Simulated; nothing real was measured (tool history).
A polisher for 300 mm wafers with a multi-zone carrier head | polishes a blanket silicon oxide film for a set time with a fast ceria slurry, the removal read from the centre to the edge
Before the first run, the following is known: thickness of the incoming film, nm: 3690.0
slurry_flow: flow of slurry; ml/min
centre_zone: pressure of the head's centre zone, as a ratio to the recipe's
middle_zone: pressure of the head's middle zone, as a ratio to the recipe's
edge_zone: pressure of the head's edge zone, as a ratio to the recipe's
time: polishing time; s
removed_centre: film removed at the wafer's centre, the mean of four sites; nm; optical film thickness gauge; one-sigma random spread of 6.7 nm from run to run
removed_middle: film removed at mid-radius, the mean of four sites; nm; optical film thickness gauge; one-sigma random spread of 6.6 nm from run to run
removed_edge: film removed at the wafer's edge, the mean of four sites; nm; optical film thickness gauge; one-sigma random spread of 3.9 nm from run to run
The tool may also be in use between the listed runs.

| run | hour | slurry_flow | centre_zone | middle_zone | edge_zone | time | removed_centre | removed_middle | removed_edge |
|---|---|---|---|---|---|---|---|---|---|
| 1 | 0.0 | 215 | 1.00 | 1.00 | 1.00 | 58 | 548.37 | 546.23 | 577.64 |
| 2 | 3.1 | 210 | 0.98 | 1.00 | 1.00 | 58 | 552.51 | 554.04 | 572.52 |
| 3 | 8.9 | 210 | 1.04 | 1.00 | 1.00 | 58 | 579.96 | 557.39 | 580.54 |
| 4 | 12.3 | 210 | 1.04 | 1.00 | 0.97 | 58 | 569.57 | 550.40 | 567.72 |
| 5 | 16.3 | 210 | 1.04 | 1.00 | 0.93 | 58 | 595.36 | 555.92 | 558.48 |
| 6 | 22.3 | 205 | 1.01 | 1.00 | 0.95 | 58 | 562.75 | 550.71 | 564.15 |

Run 7 is up next; what results do you expect?
| 7 | 29.6 | 200 | 0.98 | 1.00 | 0.96 | 58 | ? | ? | ? |

{"run 7": {"removed_centre": 552.64, "removed_middle": 560.95, "removed_edge": 559.57}}
